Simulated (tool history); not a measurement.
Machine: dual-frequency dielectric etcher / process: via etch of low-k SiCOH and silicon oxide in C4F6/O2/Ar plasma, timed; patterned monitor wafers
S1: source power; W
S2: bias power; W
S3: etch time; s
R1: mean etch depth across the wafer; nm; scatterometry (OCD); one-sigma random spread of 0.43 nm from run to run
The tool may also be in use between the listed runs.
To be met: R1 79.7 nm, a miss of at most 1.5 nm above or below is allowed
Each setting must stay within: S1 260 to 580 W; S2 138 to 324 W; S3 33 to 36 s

run 1 hour=0 | S1=420 S2=231 S3=36 | R1=92.851
run 2 hour=6.6 | S1=400 S2=228 S3=36 | R1=90.127
run 3 hour=8.9 | S1=380 S2=226 S3=36 | R1=89.078
run 4 hour=11.9 | S1=340 S2=226 S3=36 | R1=84.695
run 5 hour=17.6 | S1=380 S2=226 S3=36 | R1=89.42
run 6 hour=18.9 | S1=360 S2=224 S3=36 | R1=86.777
run 7 hour=20.8 | S1=350 S2=223 S3=36 | R1=85.339
run 8 hour=26.7 | S1=340 S2=222 S3=36 | R1=85.862
run 9 hour=35.6 | S1=330 S2=219 S3=36 | R1=83.496
run 10 hour=43.3 | S1=320 S2=218 S3=36 | R1=82.977
run 11 hour=49 | S1=270 S2=212 S3=36 | R1=76.854

Which one of the following 5 next-run settings gets every result inside its allowed miss? There is exactly one.
run A hour=54.7 | S1=260 S2=218 S3=35 | R1=?
run B hour=54.7 | S1=310 S2=210 S3=35.5 | R1=?
run C hour=54.7 | S1=260 S2=211 S3=35.5 | R1=?
run D hour=54.7 | S1=260 S2=191 S3=36 | R1=?
run E hour=54.7 | S1=260 S2=209 S3=35.5 | R1=?

move=A R1=74.185
move=B R1=79.037
move=C R1=74.403
move=D R1=72.935
move=E R1=74.16
A: its largest miss is bigger than the last run's
B: every result within its allowed miss
C: its largest miss is bigger than the last run's
D: its largest miss is bigger than the last run's
E: its largest miss is bigger than the last run's
Go with B: it meets all targets.

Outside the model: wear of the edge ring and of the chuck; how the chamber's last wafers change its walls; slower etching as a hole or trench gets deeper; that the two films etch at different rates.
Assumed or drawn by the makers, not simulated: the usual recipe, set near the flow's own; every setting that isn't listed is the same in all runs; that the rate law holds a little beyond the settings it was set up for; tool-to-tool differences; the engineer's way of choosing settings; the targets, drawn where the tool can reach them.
